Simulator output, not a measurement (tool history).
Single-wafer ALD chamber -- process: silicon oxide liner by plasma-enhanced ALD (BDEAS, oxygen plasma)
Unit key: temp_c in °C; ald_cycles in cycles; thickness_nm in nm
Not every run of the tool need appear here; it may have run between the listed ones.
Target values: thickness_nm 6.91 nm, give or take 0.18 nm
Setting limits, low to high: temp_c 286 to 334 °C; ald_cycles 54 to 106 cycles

| run | hour | temp_c | ald_cycles | thickness_nm |
|---|---|---|---|---|
| 1 | 0 | 310 | 80 | 8.014 |
| 2 | 8 | 310 | 76 | 7.6306 |
| 3 | 15.5 | 303 | 76 | 7.7137 |
| 4 | 17.6 | 294 | 76 | 8.0365 |
| 5 | 25.3 | 303 | 76 | 7.7997 |
| 6 | 28.6 | 293 | 76 | 8.0535 |
| 7 | 35 | 297 | 73 | 7.6232 |
| 8 | 39 | 299 | 71 | 7.3283 |
| 9 | 40.6 | 301 | 70 | 7.2322 |
| 10 | 46.2 | 301 | 65 | 6.7023 |
|  | 53.5 | thermocouple changed; heater temperature recalibrated |
| 11 | 53.5 | 300 | 65 | 6.6096 |

Which of these 4 next moves meets every target?
| A | 60.8 | 304 | 65 | ? |
| B | 60.8 | 302 | 68 | ? |
| C | 60.8 | 300 | 63 | ? |
| D | 60.8 | 298 | 58 | ? |

| move | thickness_nm |
|---|---|
| A | 6.5908 |
| B | 6.9158 |
| C | 6.4375 |
| D | 5.973 |
A: moves away from the targets compared with the last run
B: hits every target within its allowed miss
C: moves away from the targets compared with the last run
D: moves away from the targets compared with the last run
Move B is the one to make.
